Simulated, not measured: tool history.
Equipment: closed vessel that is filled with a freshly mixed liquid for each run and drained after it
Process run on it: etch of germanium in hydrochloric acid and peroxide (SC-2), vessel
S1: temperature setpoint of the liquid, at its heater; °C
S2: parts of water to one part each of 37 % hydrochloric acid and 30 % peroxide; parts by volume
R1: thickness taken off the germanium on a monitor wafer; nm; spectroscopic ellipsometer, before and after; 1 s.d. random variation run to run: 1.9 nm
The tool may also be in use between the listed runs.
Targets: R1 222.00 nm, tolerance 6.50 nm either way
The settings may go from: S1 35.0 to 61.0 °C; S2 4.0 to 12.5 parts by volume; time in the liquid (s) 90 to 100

{"run": 1, "hour": 0.0, "S1": 45.0, "S2": 7.0, "time in the liquid (s)": 90, "R1": 190.55}
{"run": 2, "hour": 4.6, "S1": 46.0, "S2": 7.0, "time in the liquid (s)": 90, "R1": 196.31}
{"run": 3, "hour": 9.0, "S1": 47.0, "S2": 7.0, "time in the liquid (s)": 90, "R1": 206.44}
{"run": 4, "hour": 14.7, "S1": 47.0, "S2": 7.0, "time in the liquid (s)": 90, "R1": 205.48}
{"run": 5, "hour": 22.4, "S1": 47.0, "S2": 5.0, "time in the liquid (s)": 90, "R1": 207.84}
{"run": 6, "hour": 30.7, "S1": 47.0, "S2": 5.0, "time in the liquid (s)": 90, "R1": 210.27}
{"run": 7, "hour": 36.3, "S1": 47.5, "S2": 5.0, "time in the liquid (s)": 90, "R1": 209.62}
{"run": 8, "hour": 39.4, "S1": 48.0, "S2": 5.0, "time in the liquid (s)": 90, "R1": 212.85}

Pick the move, out of 5, that brings all results within their allowed miss; only one does.
{"run": "A", "hour": 42.5, "S1": 46.0, "S2": 4.5, "time in the liquid (s)": 95, "R1": "?"}
{"run": "B", "hour": 42.5, "S1": 44.5, "S2": 4.0, "time in the liquid (s)": 95, "R1": "?"}
{"run": "C", "hour": 42.5, "S1": 44.0, "S2": 8.0, "time in the liquid (s)": 100, "R1": "?"}
{"run": "D", "hour": 42.5, "S1": 49.0, "S2": 6.0, "time in the liquid (s)": 100, "R1": "?"}
{"run": "E", "hour": 42.5, "S1": 49.0, "S2": 6.5, "time in the liquid (s)": 90, "R1": "?"}

move=A R1=210.61
move=B R1=200.60
move=C R1=202.99
move=D R1=242.58
move=E R1=217.54
A: the biggest miss grows against the last run
B: the biggest miss grows against the last run
C: the biggest miss grows against the last run
D: carries the result that was furthest off beyond its target, to the other side
E: every result within its allowed miss
E is the move that brings every result within its allowed miss.

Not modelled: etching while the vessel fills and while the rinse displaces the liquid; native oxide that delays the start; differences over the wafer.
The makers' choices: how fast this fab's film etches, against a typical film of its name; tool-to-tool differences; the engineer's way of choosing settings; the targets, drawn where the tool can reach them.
